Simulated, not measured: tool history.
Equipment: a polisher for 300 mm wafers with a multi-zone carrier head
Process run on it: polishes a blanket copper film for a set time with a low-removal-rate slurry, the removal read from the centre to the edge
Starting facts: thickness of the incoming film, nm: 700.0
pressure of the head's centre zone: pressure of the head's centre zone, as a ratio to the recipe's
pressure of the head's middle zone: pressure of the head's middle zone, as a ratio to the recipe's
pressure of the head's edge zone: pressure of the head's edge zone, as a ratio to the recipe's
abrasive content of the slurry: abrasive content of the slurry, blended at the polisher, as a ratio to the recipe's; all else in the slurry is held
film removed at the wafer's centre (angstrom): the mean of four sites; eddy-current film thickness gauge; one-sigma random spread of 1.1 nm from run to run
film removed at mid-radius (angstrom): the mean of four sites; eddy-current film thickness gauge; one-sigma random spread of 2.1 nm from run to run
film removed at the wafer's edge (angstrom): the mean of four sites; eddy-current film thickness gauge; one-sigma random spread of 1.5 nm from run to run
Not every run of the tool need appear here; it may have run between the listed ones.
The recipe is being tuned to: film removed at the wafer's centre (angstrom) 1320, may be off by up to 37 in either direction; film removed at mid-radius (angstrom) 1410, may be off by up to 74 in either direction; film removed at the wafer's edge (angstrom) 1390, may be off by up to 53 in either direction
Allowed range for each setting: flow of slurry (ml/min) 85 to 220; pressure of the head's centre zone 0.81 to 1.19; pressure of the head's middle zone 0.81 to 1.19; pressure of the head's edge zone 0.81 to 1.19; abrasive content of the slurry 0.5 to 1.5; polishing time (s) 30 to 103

run  hour  flow of slurry (ml/min)  pressure of the head's centre zone  pressure of the head's middle zone  pressure of the head's edge zone  abrasive content of the slurry  polishing time (s)  film removed at the wafer's centre (angstrom)  film removed at mid-radius (angstrom)  film removed at the wafer's edge (angstrom)
  1     0                      140                                   1                                   1                                 1                               1                  66                                         2342.7                                 2285.6                                       2329.2
  2     4                      130                                0.97                                0.99                              0.96                            0.85                  59                                         1940.1                                 1950.2                                       1918.3
  3  11.5                      130                                0.97                                1.07                              0.96                            0.85                  59                                         1938.8                                   2167                                       1911.1
  4  16.2                      120                                0.93                                1.02                              0.93                            0.75                  56                                           1705                                 1811.1                                       1735.3
  5  18.3                      120                                0.93                                0.96                              0.93                            0.75                  56                                         1709.2                                   1741                                       1708.8
  6  20.9                      120                                0.93                                0.96                              0.88                            0.75                  56                                         1716.3                                 1743.5                                       1684.9
  7  26.8                      115                                 0.9                                0.95                              0.87                            0.65                  55                                         1571.2                                 1562.6                                       1591.5
  8  31.8                      105                                0.83                                1.03                              0.81                             0.5                  51                                         1232.8                                 1496.6                                       1336.5
  9  34.1                      110                                0.84                                1.01                              0.82                             0.5                  51                                         1258.1                                 1454.3                                       1343.1
 10  39.9                      115                                0.84                                   1                              0.83                             0.5                  51                                         1275.5                                   1476                                       1347.3

Exercise: of the 5 proposed moves below, exactly one satisfies all targets within the stated allowed misses. Which move is it?
  A  45.7                       85                                0.88                                1.03                              0.82                            0.55                  55                                              ?                                      ?                                            ?
  B  45.7                      155                                 0.9                                1.04                              0.81                             0.5                  48                                              ?                                      ?                                            ?
  C  45.7                      140                                0.85                                1.12                              0.81                            0.55                  46                                              ?                                      ?                                            ?
  D  45.7                      120                                0.89                                0.97                              0.92                             0.5                  50                                              ?                                      ?                                            ?
  E  45.7                      135                                0.91                                 1.1                              0.82                            0.65                  45                                              ?                                      ?                                            ?

move  film removed at the wafer's centre (angstrom)  film removed at mid-radius (angstrom)  film removed at the wafer's edge (angstrom)
   A                                         1384.1                                 1566.6                                       1432.3
   B                                         1343.4                                 1482.4                                       1299.1
   C                                         1232.3                                 1525.6                                       1258.6
   D                                         1326.1                                 1401.1                                       1395.9
   E                                         1322.9                                 1519.8                                       1282.9
A: moves the result that the last run missed by most past its target, out the other side
B: the furthest-off result lands on target, but another misses its tolerance
C: lands further from the targets than the last run did
D: each result inside its tolerance
E: the furthest-off result lands on target, but another misses its tolerance
D meets every target.
